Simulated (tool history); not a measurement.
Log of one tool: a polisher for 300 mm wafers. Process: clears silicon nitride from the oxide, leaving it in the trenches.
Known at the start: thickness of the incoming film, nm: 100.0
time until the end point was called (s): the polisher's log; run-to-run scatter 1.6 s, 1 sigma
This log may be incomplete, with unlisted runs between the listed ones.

run    day  flow of slurry (ml/min)  pressure of the wafer on the pad (psi)  speed of the pad under the wafer (cm/s)  overpolish time after the end point (s)  time until the end point was called (s)
  1      0                      250                                     1.8                                      126                                       25                                   114.35
  2  0.112                      250                                     1.6                                      126                                       25                                   122.77
  3  0.325                      280                                     1.6                                      126                                       25                                   123.92
  4  0.375                      280                                     1.6                                      126                                       27                                   122.53
  5  0.533                      280                                     1.4                                      126                                       27                                   133.66
  6   0.65                      280                                     1.3                                      124                                       27                                   143.22
  7  0.712                      280                                     1.2                                      124                                       27                                   151.91
  8  0.812                      280                                     1.1                                      124                                       27                                   161.09
  9  0.962                      275                                       1                                      124                                       27                                   169.61
 10  1.196                      270                                       1                                      124                                       27                                   174.39
 11  1.525                      265                                       1                                      124                                       27                                   172.69

What will run 12 give?
 12  1.638                      260                                       1                                      124                                       27                                        ?

Logged for run 12: time until the end point was called (s) 171.81.

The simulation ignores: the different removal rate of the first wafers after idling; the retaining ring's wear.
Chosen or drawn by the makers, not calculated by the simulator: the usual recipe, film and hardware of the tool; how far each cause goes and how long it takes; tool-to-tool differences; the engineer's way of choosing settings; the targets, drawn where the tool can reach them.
